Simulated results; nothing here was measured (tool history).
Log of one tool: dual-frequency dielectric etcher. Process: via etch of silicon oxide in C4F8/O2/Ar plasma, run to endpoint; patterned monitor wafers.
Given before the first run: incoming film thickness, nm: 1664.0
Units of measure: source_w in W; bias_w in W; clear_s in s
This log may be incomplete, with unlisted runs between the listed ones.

run  hour  source_w  bias_w  clear_s
  1   0.0      1890    1872   342.60
  2   6.8      1760    1822   360.81
  3  10.1      1760    2123   335.74
  4  15.4      1580    2123   348.86
  5  18.1      1580    2351   334.32
  6  23.2      1490    2243   354.73
  7  30.5      1420    2207   363.59

Run 8 is up next; what results do you expect?
     38.3  -- wet clean of the chamber
  8  38.3      1360    2175        ?

{"run 8": {"clear_s": 390.12}}
